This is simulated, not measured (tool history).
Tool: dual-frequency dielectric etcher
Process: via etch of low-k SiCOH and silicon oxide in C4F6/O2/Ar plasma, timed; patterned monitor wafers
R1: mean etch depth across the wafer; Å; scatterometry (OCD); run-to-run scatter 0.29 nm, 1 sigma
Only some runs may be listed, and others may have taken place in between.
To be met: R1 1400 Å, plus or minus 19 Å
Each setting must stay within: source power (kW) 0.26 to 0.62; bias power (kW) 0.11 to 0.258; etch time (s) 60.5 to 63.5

run 1 hour=0 | source_power_(kW)=0.44 bias_power_(kW)=0.184 etch_time_(s)=60.5 | R1=1531.1
run 2 hour=8.5 | source_power_(kW)=0.42 bias_power_(kW)=0.183 etch_time_(s)=60.5 | R1=1483.2
run 3 hour=11.4 | source_power_(kW)=0.36 bias_power_(kW)=0.183 etch_time_(s)=60.5 | R1=1339.4
run 4 hour=14.6 | source_power_(kW)=0.36 bias_power_(kW)=0.183 etch_time_(s)=60.5 | R1=1336.4
run 5 hour=16.2 | source_power_(kW)=0.36 bias_power_(kW)=0.183 etch_time_(s)=60.5 | R1=1333.7
run 6 hour=22.6 | source_power_(kW)=0.32 bias_power_(kW)=0.183 etch_time_(s)=60.5 | R1=1220.1
run 7 hour=29.3 | source_power_(kW)=0.33 bias_power_(kW)=0.183 etch_time_(s)=60.5 | R1=1254.6
run 8 hour=31.6 | source_power_(kW)=0.33 bias_power_(kW)=0.183 etch_time_(s)=60.5 | R1=1256.5
run 9 hour=32.7 | source_power_(kW)=0.34 bias_power_(kW)=0.183 etch_time_(s)=60.5 | R1=1281.3
run 10 hour=40.6 | source_power_(kW)=0.43 bias_power_(kW)=0.187 etch_time_(s)=60.5 | R1=1518.5
run 11 hour=43.7 | source_power_(kW)=0.42 bias_power_(kW)=0.187 etch_time_(s)=60.5 | R1=1489.8
run 12 hour=51.8 | source_power_(kW)=0.35 bias_power_(kW)=0.184 etch_time_(s)=60.5 | R1=1311.4
run 13 hour=60.6 | source_power_(kW)=0.36 bias_power_(kW)=0.184 etch_time_(s)=60.5 | R1=1335.5

Exactly one of the 5 candidate moves below puts every result within its allowed miss. Which one?
run A hour=69.4 | source_power_(kW)=0.37 bias_power_(kW)=0.196 etch_time_(s)=62 | R1=?
run B hour=69.4 | source_power_(kW)=0.38 bias_power_(kW)=0.201 etch_time_(s)=61 | R1=?
run C hour=69.4 | source_power_(kW)=0.37 bias_power_(kW)=0.211 etch_time_(s)=60.5 | R1=?
run D hour=69.4 | source_power_(kW)=0.36 bias_power_(kW)=0.199 etch_time_(s)=63 | R1=?
run E hour=69.4 | source_power_(kW)=0.38 bias_power_(kW)=0.173 etch_time_(s)=62.5 | R1=?

move=A R1=1440.1
move=B R1=1458.8
move=C R1=1450.3
move=D R1=1444.8
move=E R1=1401.7
A: moves the result that the last run missed by most past its target, out the other side
B: moves the result that the last run missed by most past its target, out the other side
C: moves the result that the last run missed by most past its target, out the other side
D: moves the result that the last run missed by most past its target, out the other side
E: meets every target
Go with E: it meets all targets.
